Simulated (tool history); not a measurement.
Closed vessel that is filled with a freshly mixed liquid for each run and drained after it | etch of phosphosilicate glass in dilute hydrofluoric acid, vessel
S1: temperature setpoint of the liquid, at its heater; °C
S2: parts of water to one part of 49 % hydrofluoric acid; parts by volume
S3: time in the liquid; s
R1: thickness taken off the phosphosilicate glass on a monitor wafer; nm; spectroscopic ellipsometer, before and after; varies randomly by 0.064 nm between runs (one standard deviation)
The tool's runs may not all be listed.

run	hour	S1	S2	S3	R1
1	0.0	23.0	135	30	11.4360
2	6.0	21.5	140	30	10.2960
3	14.0	21.5	105	30	14.4520
4	17.2	20.5	115	30	12.3590
5	19.1	20.5	135	30	10.3780
6	24.9	19.5	135	30	9.9829
7	30.1	19.0	135	30	9.6733
8	31.1	19.0	135	30	9.7265

What will run 9 give?
9	32.9	18.5	135	30	?

{"run 9": {"R1": 9.4594}}
